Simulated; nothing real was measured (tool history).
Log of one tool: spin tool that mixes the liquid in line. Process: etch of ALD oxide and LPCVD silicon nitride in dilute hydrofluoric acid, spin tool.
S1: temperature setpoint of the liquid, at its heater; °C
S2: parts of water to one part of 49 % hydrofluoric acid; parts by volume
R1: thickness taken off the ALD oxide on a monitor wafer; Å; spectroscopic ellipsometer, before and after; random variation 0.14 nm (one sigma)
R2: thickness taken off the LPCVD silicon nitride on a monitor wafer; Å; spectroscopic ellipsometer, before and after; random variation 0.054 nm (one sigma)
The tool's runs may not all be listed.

{"run": 1, "hour": 0.0, "S1": 25, "S2": 120, "time under the liquid (s)": 180, "R1": 239.12, "R2": 9.2234}
{"run": 2, "hour": 5.6, "S1": 25, "S2": 120, "time under the liquid (s)": 115, "R1": 151.44, "R2": 5.3377}
{"run": 3, "hour": 14.3, "S1": 26.5, "S2": 105, "time under the liquid (s)": 115, "R1": 187.04, "R2": 6.469}
{"run": 4, "hour": 19.3, "S1": 30, "S2": 105, "time under the liquid (s)": 115, "R1": 213.95, "R2": 8.163}
{"run": 5, "hour": 25.3, "S1": 30.5, "S2": 95, "time under the liquid (s)": 115, "R1": 242.24, "R2": 9.5828}
{"run": 6, "hour": 26.1, "S1": 30.5, "S2": 130, "time under the liquid (s)": 115, "R1": 169.18, "R2": 6.8517}
{"run": 7, "hour": 28.2, "S1": 31, "S2": 115, "time under the liquid (s)": 115, "R1": 199.87, "R2": 7.7304}

For run 8, what comes out?
{"run": 8, "hour": 30.2, "S1": 31.5, "S2": 105, "time under the liquid (s)": 115, "R1": "?", "R2": "?"}

Run 8 produced R1 227.16 Å, R2 9.0661 Å.

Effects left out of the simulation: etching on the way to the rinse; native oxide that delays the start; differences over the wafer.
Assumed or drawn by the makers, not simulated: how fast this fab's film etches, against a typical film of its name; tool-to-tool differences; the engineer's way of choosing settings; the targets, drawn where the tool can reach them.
